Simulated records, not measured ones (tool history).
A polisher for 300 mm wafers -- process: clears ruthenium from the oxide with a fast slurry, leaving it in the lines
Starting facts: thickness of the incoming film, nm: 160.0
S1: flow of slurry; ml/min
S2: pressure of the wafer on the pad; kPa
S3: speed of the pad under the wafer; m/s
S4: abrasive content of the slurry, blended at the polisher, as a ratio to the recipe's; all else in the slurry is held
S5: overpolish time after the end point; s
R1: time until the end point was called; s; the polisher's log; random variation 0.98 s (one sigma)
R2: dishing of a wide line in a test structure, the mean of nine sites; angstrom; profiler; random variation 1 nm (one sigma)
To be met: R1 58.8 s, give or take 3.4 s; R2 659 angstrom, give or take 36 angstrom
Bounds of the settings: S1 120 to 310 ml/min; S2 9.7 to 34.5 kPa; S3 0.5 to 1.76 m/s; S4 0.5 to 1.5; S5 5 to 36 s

Run 1, day 0: S1 200 ml/min, S2 22.1 kPa, S3 1.12 m/s, S4 1, S5 18 s. Result: R1 36.532 s, R2 631.7 angstrom.
Run 2, day 0.138: S1 200 ml/min, S2 24.8 kPa, S3 1.12 m/s, S4 1, S5 18 s. Result: R1 33.083 s, R2 667.44 angstrom.
Run 3, day 0.183: S1 200 ml/min, S2 21.4 kPa, S3 1.12 m/s, S4 1, S5 20 s. Result: R1 37.461 s, R2 670.25 angstrom.
Run 4, day 0.45: S1 200 ml/min, S2 18.6 kPa, S3 1.12 m/s, S4 1, S5 22 s. Result: R1 43.692 s, R2 650.18 angstrom.
Run 5, day 0.571: S1 200 ml/min, S2 18.6 kPa, S3 1.34 m/s, S4 1, S5 22 s. Result: R1 37.255 s, R2 724.91 angstrom.
Run 6, day 0.917: S1 200 ml/min, S2 16.5 kPa, S3 1.32 m/s, S4 1, S5 23 s. Result: R1 43.423 s, R2 673.24 angstrom.
Run 7, day 0.988: S1 200 ml/min, S2 15.2 kPa, S3 1.3 m/s, S4 1, S5 24 s. Result: R1 47.023 s, R2 648.85 angstrom.
Run 8, day 1.179: S1 200 ml/min, S2 14.5 kPa, S3 1.3 m/s, S4 1, S5 25 s. Result: R1 49.303 s, R2 655.93 angstrom.
Run 9, day 1.408: S1 200 ml/min, S2 13.8 kPa, S3 1.3 m/s, S4 1, S5 26 s. Result: R1 49.682 s, R2 643.12 angstrom.
Run 10, day 1.767: S1 200 ml/min, S2 13.1 kPa, S3 1.3 m/s, S4 1, S5 27 s. Result: R1 53.311 s, R2 642.66 angstrom.

Which one of the following 4 next-run settings gets every result inside its allowed miss? There is exactly one.
Run A, day 2.125: S1 265 ml/min, S2 15.2 kPa, S3 1.18 m/s, S4 0.95, S5 26 s. Result: R1 ?, R2 ?.
Run B, day 2.125: S1 205 ml/min, S2 13.1 kPa, S3 1.12 m/s, S4 0.9, S5 32 s. Result: R1 ?, R2 ?.
Run C, day 2.125: S1 175 ml/min, S2 11 kPa, S3 1.12 m/s, S4 0.95, S5 31 s. Result: R1 ?, R2 ?.
Run D, day 2.125: S1 185 ml/min, S2 11 kPa, S3 1.26 m/s, S4 0.8, S5 31 s. Result: R1 ?, R2 ?.

move      R1      R2
   A  48.362  665.38
   B  59.404  666.44
   C  68.974  574.84
   D  67.294  586.72
A: misses by more than the last run did
B: hits every target within its allowed miss
C: the result that was furthest off in the last run now lies on the other side of its target
D: the result that was furthest off in the last run now lies on the other side of its target
The move that meets every target is B.
